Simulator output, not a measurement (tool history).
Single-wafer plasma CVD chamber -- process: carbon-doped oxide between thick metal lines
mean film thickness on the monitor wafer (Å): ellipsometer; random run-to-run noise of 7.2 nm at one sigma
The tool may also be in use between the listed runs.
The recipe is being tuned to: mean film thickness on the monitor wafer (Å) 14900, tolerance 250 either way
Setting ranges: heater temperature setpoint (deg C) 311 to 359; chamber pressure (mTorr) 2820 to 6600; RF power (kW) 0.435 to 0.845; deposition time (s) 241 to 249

run,day,heater temperature setpoint (deg C),chamber pressure (mTorr),RF power (kW),deposition time (s),mean film thickness on the monitor wafer (Å)
1,0,335,4710,0.64,241,15992
2,0.321,339,4710,0.64,241,15756
3,0.621,345,4710,0.64,241,15380
4,0.696,339,4710,0.64,241,15730
5,0.858,339,4710,0.64,241,15723
6,1.017,341,4650,0.64,241,15627
7,1.192,342,4590,0.64,241,15520
8,1.492,343,4540,0.64,241,15536
9,1.612,344,4510,0.635,241,15304
10,1.879,344,4510,0.635,241,15398
11,2.208,345,4480,0.635,241,15219

5 next moves are on the table. One of them brings every result within its allowed miss. Which?
A,2.538,344,5070,0.64,241,?
B,2.538,350,4620,0.63,241,?
C,2.538,344,4690,0.64,241,?
D,2.538,346,4500,0.6,241,?
E,2.538,324,4000,0.555,241,?

move,mean film thickness on the monitor wafer (Å)
A,15487
B,14879
C,15366
D,14421
E,14382
A: lands further from the targets than the last run did
B: each result inside its tolerance
C: lands further from the targets than the last run did
D: moves the result that the last run missed by most past its target, out the other side
E: moves the result that the last run missed by most past its target, out the other side
B is the move that brings every result within its allowed miss.

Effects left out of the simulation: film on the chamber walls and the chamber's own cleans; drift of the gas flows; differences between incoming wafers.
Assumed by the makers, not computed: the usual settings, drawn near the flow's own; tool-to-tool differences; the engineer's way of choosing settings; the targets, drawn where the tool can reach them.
